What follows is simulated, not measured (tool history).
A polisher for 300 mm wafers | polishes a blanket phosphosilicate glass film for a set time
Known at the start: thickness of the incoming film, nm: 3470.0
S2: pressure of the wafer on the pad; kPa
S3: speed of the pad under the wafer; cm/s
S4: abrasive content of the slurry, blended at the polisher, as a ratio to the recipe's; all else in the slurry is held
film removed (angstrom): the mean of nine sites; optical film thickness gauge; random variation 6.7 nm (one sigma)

{"run": 1, "hour": 0.0, "flow of slurry (ml/min)": 140, "S2": 22.1, "S3": 102, "S4": 1, "polishing time (s)": 112, "film removed (angstrom)": 8383.8}
{"run": 2, "hour": 8.7, "flow of slurry (ml/min)": 160, "S2": 22.1, "S3": 102, "S4": 1, "polishing time (s)": 112, "film removed (angstrom)": 8458.5}
{"run": 3, "hour": 11.3, "flow of slurry (ml/min)": 135, "S2": 22.1, "S3": 102, "S4": 1, "polishing time (s)": 112, "film removed (angstrom)": 8179.1}
{"run": 4, "hour": 12.2, "flow of slurry (ml/min)": 135, "S2": 22.1, "S3": 102, "S4": 0.85, "polishing time (s)": 112, "film removed (angstrom)": 7642.7}
{"run": 5, "hour": 18.2, "flow of slurry (ml/min)": 135, "S2": 22.1, "S3": 112, "S4": 0.85, "polishing time (s)": 112, "film removed (angstrom)": 8088}
{"run": 6, "hour": 22.1, "flow of slurry (ml/min)": 150, "S2": 23.4, "S3": 112, "S4": 0.85, "polishing time (s)": 112, "film removed (angstrom)": 8545.9}

The next listed run, before its measurement:
{"run": 7, "hour": 23.9, "flow of slurry (ml/min)": 150, "S2": 25.5, "S3": 112, "S4": 0.85, "polishing time (s)": 112, "film removed (angstrom)": "?"}

Run 7 gave film removed (angstrom) 9090.5.
